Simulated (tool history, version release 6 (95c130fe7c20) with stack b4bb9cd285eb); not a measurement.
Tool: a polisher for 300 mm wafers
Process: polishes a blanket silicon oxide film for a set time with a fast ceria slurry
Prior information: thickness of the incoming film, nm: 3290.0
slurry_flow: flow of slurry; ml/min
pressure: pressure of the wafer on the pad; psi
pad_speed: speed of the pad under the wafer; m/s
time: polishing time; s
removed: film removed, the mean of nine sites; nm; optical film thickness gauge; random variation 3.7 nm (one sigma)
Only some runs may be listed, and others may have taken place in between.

Run 1, hour 0.0: slurry_flow 200 ml/min, pressure 3.4 psi, pad_speed 1.04 m/s, time 40 s. Result: removed 655.19 nm.
Run 2, hour 4.3: slurry_flow 240 ml/min, pressure 3.4 psi, pad_speed 1.04 m/s, time 40 s. Result: removed 679.08 nm.
Run 3, hour 13.2: slurry_flow 235 ml/min, pressure 3.1 psi, pad_speed 1.02 m/s, time 40 s. Result: removed 613.49 nm.
Run 4, hour 13.8: slurry_flow 230 ml/min, pressure 2.8 psi, pad_speed 1.00 m/s, time 40 s. Result: removed 539.77 nm.
Run 5, hour 14.8: slurry_flow 270 ml/min, pressure 2.8 psi, pad_speed 1.00 m/s, time 40 s. Result: removed 541.87 nm.
Run 6, hour 18.7: slurry_flow 270 ml/min, pressure 2.8 psi, pad_speed 0.74 m/s, time 40 s. Result: removed 414.34 nm.
Run 7, hour 24.0: slurry_flow 270 ml/min, pressure 2.7 psi, pad_speed 0.74 m/s, time 40 s. Result: removed 391.65 nm.
Run 8, hour 26.8: slurry_flow 270 ml/min, pressure 2.6 psi, pad_speed 0.74 m/s, time 40 s. Result: removed 385.98 nm.
Run 9, hour 27.9: slurry_flow 270 ml/min, pressure 2.5 psi, pad_speed 0.74 m/s, time 40 s. Result: removed 361.65 nm.

The next listed run, before its measurement:
Run 10, hour 36.9: slurry_flow 270 ml/min, pressure 2.5 psi, pad_speed 0.74 m/s, time 40 s. Result: removed ?.

Run 10 measured removed 366.57 nm.
